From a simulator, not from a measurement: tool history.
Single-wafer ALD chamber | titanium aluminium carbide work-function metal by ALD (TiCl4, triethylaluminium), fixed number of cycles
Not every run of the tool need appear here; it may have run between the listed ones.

run,hour,heater temperature setpoint (deg C),triethylaluminium pulse time (s),mean film thickness on the monitor wafer (Å)
1,0,315,11.44,23.135
2,6.7,324,11.44,23.813
3,15,332,11.44,24.681
4,17.9,325,10.64,23.898
5,21.9,320,9.99,23.377
6,25.1,320,8.88,23.204
7,33.5,316,8.39,22.677
8,34.2,313,8.07,22.315
9,35.1,311,7.86,22.026
10,35.7,310,7.74,22.129
11,36.7,302,6.57,21.042

Run 12 is up next; what results do you expect?
12,37.5,303,6.68,?

Run 12 produced mean film thickness on the monitor wafer (Å) 20.902.
